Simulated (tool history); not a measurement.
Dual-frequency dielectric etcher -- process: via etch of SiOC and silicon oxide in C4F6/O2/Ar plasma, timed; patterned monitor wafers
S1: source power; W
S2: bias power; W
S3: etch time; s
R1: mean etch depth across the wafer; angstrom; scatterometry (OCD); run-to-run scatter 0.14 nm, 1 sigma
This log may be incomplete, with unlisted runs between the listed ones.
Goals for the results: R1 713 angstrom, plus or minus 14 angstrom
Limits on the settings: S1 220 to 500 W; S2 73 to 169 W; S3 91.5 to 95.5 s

| run | hour | S1 | S2 | S3 | R1 |
|---|---|---|---|---|---|
| 1 | 0 | 360 | 121 | 91.5 | 871.64 |
| 2 | 5.1 | 360 | 121 | 91.5 | 871.67 |
| 3 | 9 | 340 | 118 | 91.5 | 852.68 |
| 4 | 16.5 | 320 | 113 | 91.5 | 824.18 |
| 5 | 17.9 | 310 | 110 | 91.5 | 810.07 |
| 6 | 21.5 | 370 | 110 | 91.5 | 844.28 |
| 7 | 22.3 | 350 | 106 | 91.5 | 822.93 |
| 8 | 24.4 | 340 | 103 | 91.5 | 809.79 |
| 9 | 31.1 | 330 | 101 | 91.5 | 796.92 |
| 10 | 32.1 | 320 | 99 | 91.5 | 782.64 |
|  | 40.6 | wet clean of the chamber |
| 11 | 40.6 | 320 | 99 | 91.5 | 803.37 |
| 12 | 48.7 | 250 | 88 | 91.5 | 728.18 |

Exactly one of the 5 candidate moves below puts every result within its allowed miss. Which one?
| A | 56.8 | 260 | 83 | 94.5 | ? |
| B | 56.8 | 260 | 83 | 94 | ? |
| C | 56.8 | 280 | 74 | 93.5 | ? |
| D | 56.8 | 220 | 88 | 95.5 | ? |
| E | 56.8 | 220 | 93 | 94 | ? |

| move | R1 |
|---|---|
| A | 740.04 |
| B | 736.12 |
| C | 710.38 |
| D | 740.24 |
| E | 745.06 |
A: lands further from the targets than the last run did
B: lands further from the targets than the last run did
C: hits every target within its allowed miss
D: lands further from the targets than the last run did
E: lands further from the targets than the last run did
So the answer is move C, the one that meets all the targets.

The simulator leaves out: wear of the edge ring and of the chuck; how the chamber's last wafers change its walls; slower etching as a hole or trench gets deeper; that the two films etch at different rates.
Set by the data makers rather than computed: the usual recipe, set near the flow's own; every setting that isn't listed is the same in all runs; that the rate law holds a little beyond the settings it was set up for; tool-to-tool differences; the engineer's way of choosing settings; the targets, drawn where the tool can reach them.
